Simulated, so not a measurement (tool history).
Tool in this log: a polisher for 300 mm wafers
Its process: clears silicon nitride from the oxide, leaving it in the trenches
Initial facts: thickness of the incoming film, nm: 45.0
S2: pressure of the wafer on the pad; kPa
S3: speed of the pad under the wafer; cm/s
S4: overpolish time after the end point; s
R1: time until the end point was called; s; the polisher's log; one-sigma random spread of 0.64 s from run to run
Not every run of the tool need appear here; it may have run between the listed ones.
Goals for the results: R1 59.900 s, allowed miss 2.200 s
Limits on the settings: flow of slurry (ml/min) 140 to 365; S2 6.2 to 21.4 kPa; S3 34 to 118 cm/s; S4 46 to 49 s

run 1 day=0.000 | flow_of_slurry_(ml/min)=235 S2=13.8 S3=76 S4=46 | R1=100.200
run 2 day=0.142 | flow_of_slurry_(ml/min)=235 S2=13.8 S3=86 S4=46 | R1=87.351
run 3 day=0.404 | flow_of_slurry_(ml/min)=235 S2=14.5 S3=86 S4=46 | R1=84.795
run 4 day=0.554 | flow_of_slurry_(ml/min)=280 S2=14.5 S3=86 S4=46 | R1=80.399
run 5 day=0.892 | flow_of_slurry_(ml/min)=285 S2=15.2 S3=86 S4=46 | R1=77.988
run 6 day=0.921 | flow_of_slurry_(ml/min)=285 S2=15.9 S3=86 S4=46 | R1=74.492
run 7 day=0.954 | flow_of_slurry_(ml/min)=285 S2=16.5 S3=86 S4=46 | R1=73.233
run 8 day=1.196 | flow_of_slurry_(ml/min)=290 S2=17.2 S3=86 S4=46 | R1=68.600
run 9 day=1.296 | flow_of_slurry_(ml/min)=295 S2=18.6 S3=86 S4=46 | R1=63.055

Which single option among these 5 for the next run brings every result within its allowed miss of target? Just one does.
run A day=1.396 | flow_of_slurry_(ml/min)=275 S2=20.0 S3=86 S4=46 | R1=?
run B day=1.396 | flow_of_slurry_(ml/min)=310 S2=15.9 S3=100 S4=46 | R1=?
run C day=1.396 | flow_of_slurry_(ml/min)=295 S2=16.5 S3=90 S4=46 | R1=?
run D day=1.396 | flow_of_slurry_(ml/min)=320 S2=19.3 S3=96 S4=47 | R1=?
run E day=1.396 | flow_of_slurry_(ml/min)=340 S2=19.3 S3=94 S4=47 | R1=?

move=A R1=59.790
move=B R1=63.713
move=C R1=68.170
move=D R1=54.510
move=E R1=55.253
A: every result within its allowed miss
B: its largest miss is bigger than the last run's
C: its largest miss is bigger than the last run's
D: the result that was furthest off in the last run now lies on the other side of its target
E: the result that was furthest off in the last run now lies on the other side of its target
Go with A: it meets all targets.
